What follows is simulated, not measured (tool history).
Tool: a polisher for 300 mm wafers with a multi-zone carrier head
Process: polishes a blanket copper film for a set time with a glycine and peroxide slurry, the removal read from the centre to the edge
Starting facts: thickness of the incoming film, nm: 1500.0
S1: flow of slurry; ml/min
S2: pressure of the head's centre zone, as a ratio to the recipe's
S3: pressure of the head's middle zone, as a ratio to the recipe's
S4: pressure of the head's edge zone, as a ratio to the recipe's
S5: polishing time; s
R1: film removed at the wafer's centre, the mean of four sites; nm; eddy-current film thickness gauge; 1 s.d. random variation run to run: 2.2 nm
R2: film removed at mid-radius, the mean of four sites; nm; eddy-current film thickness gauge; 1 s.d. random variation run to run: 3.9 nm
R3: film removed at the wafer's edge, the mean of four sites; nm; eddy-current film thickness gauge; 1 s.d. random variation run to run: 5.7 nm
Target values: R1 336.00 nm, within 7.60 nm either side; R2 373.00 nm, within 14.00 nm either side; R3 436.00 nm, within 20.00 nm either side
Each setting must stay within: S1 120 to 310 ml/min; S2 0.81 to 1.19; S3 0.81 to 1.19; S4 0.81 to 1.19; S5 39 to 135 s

| run | day | S1 | S2 | S3 | S4 | S5 | R1 | R2 | R3 |
|---|---|---|---|---|---|---|---|---|---|
| 1 | 0.000 | 200 | 1.00 | 1.00 | 1.00 | 87 | 406.58 | 419.92 | 414.74 |
| 2 | 0.058 | 200 | 1.00 | 1.00 | 1.00 | 98 | 454.04 | 460.76 | 461.98 |
| 3 | 0.329 | 190 | 0.96 | 0.97 | 1.01 | 97 | 429.73 | 444.57 | 460.83 |
| 4 | 0.529 | 190 | 1.03 | 0.97 | 1.01 | 97 | 464.22 | 438.04 | 464.87 |
| 5 | 0.746 | 190 | 1.03 | 0.92 | 1.01 | 97 | 461.20 | 424.39 | 473.45 |
| 6 | 0.988 | 190 | 1.08 | 0.92 | 1.01 | 97 | 481.43 | 429.82 | 464.08 |
| 7 | 1.233 | 180 | 1.02 | 0.92 | 1.01 | 95 | 440.80 | 419.77 | 443.43 |
| 8 | 1.392 | 175 | 0.97 | 0.89 | 1.04 | 94 | 407.90 | 404.16 | 451.93 |
| 9 | 1.646 | 165 | 0.94 | 0.87 | 1.04 | 94 | 393.10 | 391.14 | 449.97 |
| 10 | 1.754 | 160 | 0.91 | 0.87 | 1.04 | 94 | 380.46 | 383.18 | 443.24 |
| 11 | 1.967 | 155 | 0.89 | 0.87 | 1.05 | 94 | 371.97 | 389.87 | 436.54 |
| 12 | 2.079 | 150 | 0.87 | 0.86 | 1.06 | 94 | 360.27 | 382.47 | 438.66 |
| 13 | 2.125 | 145 | 0.86 | 0.86 | 1.07 | 94 | 346.32 | 372.62 | 442.18 |
| 14 | 2.317 | 140 | 0.86 | 0.87 | 1.07 | 94 | 342.50 | 377.90 | 435.64 |

4 next moves are on the table. One of them brings every result within its allowed miss. Which?
| A | 2.508 | 130 | 0.90 | 0.92 | 0.98 | 96 | ? | ? | ? |
| B | 2.508 | 120 | 0.83 | 0.94 | 0.98 | 99 | ? | ? | ? |
| C | 2.508 | 120 | 0.93 | 0.96 | 0.99 | 92 | ? | ? | ? |
| D | 2.508 | 135 | 0.86 | 0.89 | 1.10 | 93 | ? | ? | ? |

| move | R1 | R2 | R3 |
|---|---|---|---|
| A | 358.65 | 392.91 | 425.98 |
| B | 332.18 | 402.12 | 432.29 |
| C | 346.27 | 378.97 | 403.26 |
| D | 335.57 | 375.87 | 435.96 |
A: lands further from the targets than the last run did
B: the worst result of the last run now meets its target, but another is out of spec
C: lands further from the targets than the last run did
D: every result within its allowed miss
So the answer is move D, the one that meets all the targets.
